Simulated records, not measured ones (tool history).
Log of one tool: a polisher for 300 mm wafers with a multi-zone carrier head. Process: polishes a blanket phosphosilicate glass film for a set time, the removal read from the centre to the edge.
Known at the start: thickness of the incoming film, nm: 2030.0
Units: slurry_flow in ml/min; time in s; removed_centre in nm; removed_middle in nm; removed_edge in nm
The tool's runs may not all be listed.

run	hour	slurry_flow	centre_zone	middle_zone	edge_zone	slurry_solids	time	removed_centre	removed_middle	removed_edge
1	0	195	1	1	1	1	31	251.66	251.97	265.62
2	8.1	195	1	0.94	1	1	31	251.44	242.07	263.87
3	16.9	195	0.99	0.95	0.98	0.95	30	234.97	228.26	253.2
4	20.2	195	0.99	0.95	0.98	1.1	30	252.92	244.44	262.62
5	23.4	195	1	0.97	0.96	1.05	28	229.35	224.88	241.54
6	26.2	200	1.01	0.99	0.94	1	27	221.19	217.92	227.96
7	32.1	200	1.01	1.01	0.93	0.95	26	204.59	206.13	210.31
8	39	200	1.01	1.02	0.92	0.9	25	194.86	197.71	198.43
9	44.4	195	1.01	1.02	0.91	0.85	25	189.55	196.25	189.8
10	53	190	1	1.01	0.9	0.8	25	186.31	188.71	187.1
11	60.9	190	0.93	1.08	0.84	0.55	17	98.526	115.87	104.52
12	66.9	195	0.94	1.09	0.86	0.55	17	102.23	115.04	104.27

Forecast run 13:
13	75.3	225	0.91	1.11	0.96	0.8	17	?	?	?

{"run 13": {"removed_centre": 119.95, "removed_middle": 141.28, "removed_edge": 131.77}}

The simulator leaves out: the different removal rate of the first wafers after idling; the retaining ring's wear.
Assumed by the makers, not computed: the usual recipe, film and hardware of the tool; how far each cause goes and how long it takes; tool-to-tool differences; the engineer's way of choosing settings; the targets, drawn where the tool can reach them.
